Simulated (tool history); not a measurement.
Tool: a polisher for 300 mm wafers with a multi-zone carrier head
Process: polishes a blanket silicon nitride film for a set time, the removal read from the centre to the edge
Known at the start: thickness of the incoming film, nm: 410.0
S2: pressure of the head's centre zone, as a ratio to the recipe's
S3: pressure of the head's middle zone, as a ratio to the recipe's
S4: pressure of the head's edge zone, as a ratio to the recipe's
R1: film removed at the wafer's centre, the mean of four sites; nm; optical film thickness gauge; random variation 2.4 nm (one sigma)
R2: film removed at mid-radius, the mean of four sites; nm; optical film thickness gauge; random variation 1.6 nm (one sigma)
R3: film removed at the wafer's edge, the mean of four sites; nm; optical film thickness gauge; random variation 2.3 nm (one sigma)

{"run": 1, "day": 0.0, "flow of slurry (ml/min)": 305, "S2": 1.0, "S3": 1.0, "S4": 1.0, "polishing time (s)": 54, "R1": 155.78, "R2": 149.57, "R3": 155.0}
{"run": 2, "day": 0.258, "flow of slurry (ml/min)": 305, "S2": 1.0, "S3": 1.0, "S4": 1.0, "polishing time (s)": 67, "R1": 189.06, "R2": 185.23, "R3": 185.36}
{"run": 3, "day": 0.488, "flow of slurry (ml/min)": 305, "S2": 1.0, "S3": 1.0, "S4": 0.91, "polishing time (s)": 67, "R1": 193.65, "R2": 185.98, "R3": 181.85}
{"run": 4, "day": 0.658, "flow of slurry (ml/min)": 305, "S2": 1.0, "S3": 1.0, "S4": 0.97, "polishing time (s)": 67, "R1": 193.28, "R2": 182.94, "R3": 194.23}
{"run": 5, "day": 0.929, "flow of slurry (ml/min)": 305, "S2": 1.01, "S3": 0.99, "S4": 0.97, "polishing time (s)": 67, "R1": 191.68, "R2": 183.45, "R3": 190.94}
{"run": 6, "day": 0.983, "flow of slurry (ml/min)": 305, "S2": 1.03, "S3": 0.98, "S4": 0.96, "polishing time (s)": 67, "R1": 196.68, "R2": 181.62, "R3": 182.69}

Forecast run 7:
{"run": 7, "day": 1.271, "flow of slurry (ml/min)": 305, "S2": 1.03, "S3": 0.96, "S4": 0.97, "polishing time (s)": 67, "R1": "?", "R2": "?", "R3": "?"}

Run 7 gave R1 194.63 nm, R2 176.32 nm, R3 190.20 nm.

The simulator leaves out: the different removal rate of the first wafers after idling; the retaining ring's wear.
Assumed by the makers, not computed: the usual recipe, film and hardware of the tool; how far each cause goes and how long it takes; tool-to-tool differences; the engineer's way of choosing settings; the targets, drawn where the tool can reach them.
